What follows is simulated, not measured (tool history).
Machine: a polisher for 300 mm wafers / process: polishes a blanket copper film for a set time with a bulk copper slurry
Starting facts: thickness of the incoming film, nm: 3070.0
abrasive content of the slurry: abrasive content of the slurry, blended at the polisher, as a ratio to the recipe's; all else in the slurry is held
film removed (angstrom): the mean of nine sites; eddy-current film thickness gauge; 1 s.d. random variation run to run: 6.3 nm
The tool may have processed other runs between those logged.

| run | hour | flow of slurry (ml/min) | pressure of the wafer on the pad (kPa) | speed of the pad under the wafer (m/s) | abrasive content of the slurry | polishing time (s) | film removed (angstrom) |
|---|---|---|---|---|---|---|---|
| 1 | 0 | 250 | 19.3 | 1.42 | 1 | 48 | 6470.7 |
| 2 | 4.1 | 300 | 19.3 | 1.42 | 1 | 48 | 6506.8 |
| 3 | 5.9 | 300 | 17.9 | 1.42 | 1 | 48 | 6396.2 |
| 4 | 11.8 | 300 | 15.9 | 1.4 | 1 | 48 | 5829.8 |
| 5 | 18 | 300 | 14.5 | 1.38 | 1 | 48 | 5595.2 |
| 6 | 19.5 | 300 | 17.9 | 1.38 | 1 | 48 | 6102.4 |
| 7 | 28.1 | 300 | 16.5 | 1.36 | 1 | 48 | 5846.1 |

Run 8 is up next; what results do you expect?
| 8 | 28.9 | 300 | 15.2 | 1.34 | 1 | 48 | ? |

{"run 8": {"film removed (angstrom)": 5403.6}}

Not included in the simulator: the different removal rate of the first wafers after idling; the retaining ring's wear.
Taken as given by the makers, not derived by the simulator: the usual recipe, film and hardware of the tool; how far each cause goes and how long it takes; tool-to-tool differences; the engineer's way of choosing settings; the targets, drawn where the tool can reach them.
